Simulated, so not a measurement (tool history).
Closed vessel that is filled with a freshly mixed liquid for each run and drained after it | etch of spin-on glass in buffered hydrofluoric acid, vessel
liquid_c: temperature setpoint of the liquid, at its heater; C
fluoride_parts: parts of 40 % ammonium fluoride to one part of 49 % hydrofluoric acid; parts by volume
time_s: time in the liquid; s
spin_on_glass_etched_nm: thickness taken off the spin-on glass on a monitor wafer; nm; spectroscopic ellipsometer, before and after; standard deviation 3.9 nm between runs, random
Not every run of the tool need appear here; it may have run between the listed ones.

| run | hour | liquid_c | fluoride_parts | time_s | spin_on_glass_etched_nm |
|---|---|---|---|---|---|
| 1 | 0 | 25 | 12 | 105 | 347.2 |
| 2 | 3.9 | 26 | 11 | 105 | 398.49 |
| 3 | 9.7 | 26 | 9 | 105 | 472.33 |
| 4 | 11.9 | 27 | 8.5 | 105 | 523.58 |
| 5 | 20.1 | 28 | 8 | 105 | 586.6 |
| 6 | 24.5 | 26 | 8 | 105 | 529.69 |
| 7 | 28.3 | 27 | 7.5 | 105 | 606.79 |
| 8 | 30.1 | 28 | 7.5 | 105 | 639.47 |

Run 9, settings as shown, results not yet in. Your forecast:
| 9 | 34.8 | 28.5 | 7.5 | 105 | ? |

Run 9 produced spin_on_glass_etched_nm 646.6 nm.
